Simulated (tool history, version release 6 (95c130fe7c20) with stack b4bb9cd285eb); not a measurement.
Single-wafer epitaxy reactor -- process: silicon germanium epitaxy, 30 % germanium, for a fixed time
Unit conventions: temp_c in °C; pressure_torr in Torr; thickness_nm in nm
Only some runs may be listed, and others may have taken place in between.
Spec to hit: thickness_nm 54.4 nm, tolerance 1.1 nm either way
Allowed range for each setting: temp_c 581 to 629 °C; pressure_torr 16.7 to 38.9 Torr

run  hour  temp_c  pressure_torr  thickness_nm
  1     0     605           27.8        68.843
  2     6     602           27.7        63.929
  3   6.7     600           27.6        62.111
  4  15.5     598           27.5        59.477
  5  18.3     607           27.5        71.643
  6    19     604           27.4        66.881
  7    20     601           27.3        62.801
  8  26.8     599           27.3        60.333
  9  31.7     598           27.3        58.942
 10  39.1     597           27.3         58.48
 11  46.8     596           27.3         56.77

Exactly one of the 4 candidate moves below puts every result within its allowed miss. Which one?
  A  54.5     596           26.9             ?
  B  54.5     598           27.8             ?
  C  54.5     592             31             ?
  D  54.5     591           27.3             ?

move  thickness_nm
   A        56.611
   B        59.569
   C        54.644
   D        51.372
A: better than the last run, though not everything is in spec
B: misses by more than the last run did
C: every result within its allowed miss
D: pushes the last run's worst result past its target
Move C is the one to make.
